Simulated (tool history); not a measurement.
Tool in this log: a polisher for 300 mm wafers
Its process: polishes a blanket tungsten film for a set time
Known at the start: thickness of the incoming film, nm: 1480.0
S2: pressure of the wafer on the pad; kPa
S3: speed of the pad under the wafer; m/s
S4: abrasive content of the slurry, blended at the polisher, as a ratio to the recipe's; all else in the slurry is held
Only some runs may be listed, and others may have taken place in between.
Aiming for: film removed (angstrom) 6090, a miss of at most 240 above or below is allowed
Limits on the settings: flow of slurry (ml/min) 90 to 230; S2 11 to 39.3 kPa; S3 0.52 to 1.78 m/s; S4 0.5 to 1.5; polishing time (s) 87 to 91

{"run": 1, "hour": 0.0, "flow of slurry (ml/min)": 150, "S2": 24.8, "S3": 1.14, "S4": 1, "polishing time (s)": 87, "film removed (angstrom)": 5060.5}
{"run": 2, "hour": 5.3, "flow of slurry (ml/min)": 150, "S2": 25.5, "S3": 1.14, "S4": 1, "polishing time (s)": 87, "film removed (angstrom)": 5179.1}
{"run": 3, "hour": 9.7, "flow of slurry (ml/min)": 150, "S2": 26.2, "S3": 1.14, "S4": 1, "polishing time (s)": 87, "film removed (angstrom)": 5185}
{"run": 4, "hour": 13.0, "flow of slurry (ml/min)": 150, "S2": 26.9, "S3": 1.14, "S4": 1, "polishing time (s)": 87, "film removed (angstrom)": 5385.1}
{"run": 5, "hour": 15.9, "flow of slurry (ml/min)": 150, "S2": 26.9, "S3": 0.86, "S4": 1, "polishing time (s)": 87, "film removed (angstrom)": 4344.5}
{"run": 6, "hour": 20.5, "flow of slurry (ml/min)": 150, "S2": 32.4, "S3": 0.86, "S4": 1, "polishing time (s)": 87, "film removed (angstrom)": 5340.1}
{"run": 7, "hour": 25.6, "flow of slurry (ml/min)": 150, "S2": 33.1, "S3": 0.86, "S4": 1, "polishing time (s)": 87, "film removed (angstrom)": 5473}
{"run": 8, "hour": 33.8, "flow of slurry (ml/min)": 150, "S2": 33.1, "S3": 0.86, "S4": 1, "polishing time (s)": 87, "film removed (angstrom)": 5501.3}
{"run": 9, "hour": 34.4, "flow of slurry (ml/min)": 150, "S2": 33.8, "S3": 0.86, "S4": 1, "polishing time (s)": 87, "film removed (angstrom)": 5582.4}
{"run": 10, "hour": 42.7, "flow of slurry (ml/min)": 150, "S2": 34.5, "S3": 0.86, "S4": 1, "polishing time (s)": 87, "film removed (angstrom)": 5688.8}
{"run": 11, "hour": 45.8, "flow of slurry (ml/min)": 155, "S2": 35.2, "S3": 0.86, "S4": 1, "polishing time (s)": 87, "film removed (angstrom)": 5806.3}

5 candidate next runs follow, results not yet known. Just one meets every target within its allowed miss. Identify it.
{"run": "A", "hour": 48.9, "flow of slurry (ml/min)": 140, "S2": 39.3, "S3": 0.6, "S4": 0.95, "polishing time (s)": 91, "film removed (angstrom)": "?"}
{"run": "B", "hour": 48.9, "flow of slurry (ml/min)": 90, "S2": 33.8, "S3": 0.88, "S4": 1.25, "polishing time (s)": 91, "film removed (angstrom)": "?"}
{"run": "C", "hour": 48.9, "flow of slurry (ml/min)": 145, "S2": 34.5, "S3": 0.76, "S4": 0.95, "polishing time (s)": 89, "film removed (angstrom)": "?"}
{"run": "D", "hour": 48.9, "flow of slurry (ml/min)": 160, "S2": 35.2, "S3": 0.86, "S4": 1, "polishing time (s)": 90, "film removed (angstrom)": "?"}
{"run": "E", "hour": 48.9, "flow of slurry (ml/min)": 155, "S2": 27.6, "S3": 1.08, "S4": 1.05, "polishing time (s)": 87, "film removed (angstrom)": "?"}

move=A film_removed_(angstrom)=5308
move=B film_removed_(angstrom)=5497
move=C film_removed_(angstrom)=5298.3
move=D film_removed_(angstrom)=6096.9
move=E film_removed_(angstrom)=5461.3
A: moves away from the targets compared with the last run
B: moves away from the targets compared with the last run
C: moves away from the targets compared with the last run
D: all results in spec
E: moves away from the targets compared with the last run
Go with D: it meets all targets.

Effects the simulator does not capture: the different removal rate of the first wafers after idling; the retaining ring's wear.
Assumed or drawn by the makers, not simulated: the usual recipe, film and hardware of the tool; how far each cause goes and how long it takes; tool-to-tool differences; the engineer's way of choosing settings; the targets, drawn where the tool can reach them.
